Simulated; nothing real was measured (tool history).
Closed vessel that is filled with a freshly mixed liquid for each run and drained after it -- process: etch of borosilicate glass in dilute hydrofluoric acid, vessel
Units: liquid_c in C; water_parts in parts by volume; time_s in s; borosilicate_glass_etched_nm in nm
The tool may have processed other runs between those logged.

run 1 hour=0 | liquid_c=23 water_parts=225 time_s=280 | borosilicate_glass_etched_nm=23.474
run 2 hour=7.2 | liquid_c=25 water_parts=215 time_s=280 | borosilicate_glass_etched_nm=26.604
run 3 hour=14 | liquid_c=23 water_parts=215 time_s=280 | borosilicate_glass_etched_nm=24.44
run 4 hour=22.4 | liquid_c=23 water_parts=245 time_s=280 | borosilicate_glass_etched_nm=21.025
run 5 hour=31.6 | liquid_c=25 water_parts=230 time_s=280 | borosilicate_glass_etched_nm=24.25
run 6 hour=38.4 | liquid_c=23.5 water_parts=230 time_s=280 | borosilicate_glass_etched_nm=23.322
run 7 hour=42.5 | liquid_c=25.5 water_parts=220 time_s=280 | borosilicate_glass_etched_nm=26.359
run 8 hour=46.1 | liquid_c=27 water_parts=215 time_s=280 | borosilicate_glass_etched_nm=28.577
run 9 hour=47.2 | liquid_c=28 water_parts=210 time_s=280 | borosilicate_glass_etched_nm=30.301
run 10 hour=48.4 | liquid_c=29 water_parts=205 time_s=280 | borosilicate_glass_etched_nm=32.601
run 11 hour=51.6 | liquid_c=29.5 water_parts=205 time_s=280 | borosilicate_glass_etched_nm=33.397

Run 12 comes next. What will it give?
run 12 hour=59 | liquid_c=30 water_parts=205 time_s=280 | borosilicate_glass_etched_nm=?

borosilicate_glass_etched_nm: 33.481 nm

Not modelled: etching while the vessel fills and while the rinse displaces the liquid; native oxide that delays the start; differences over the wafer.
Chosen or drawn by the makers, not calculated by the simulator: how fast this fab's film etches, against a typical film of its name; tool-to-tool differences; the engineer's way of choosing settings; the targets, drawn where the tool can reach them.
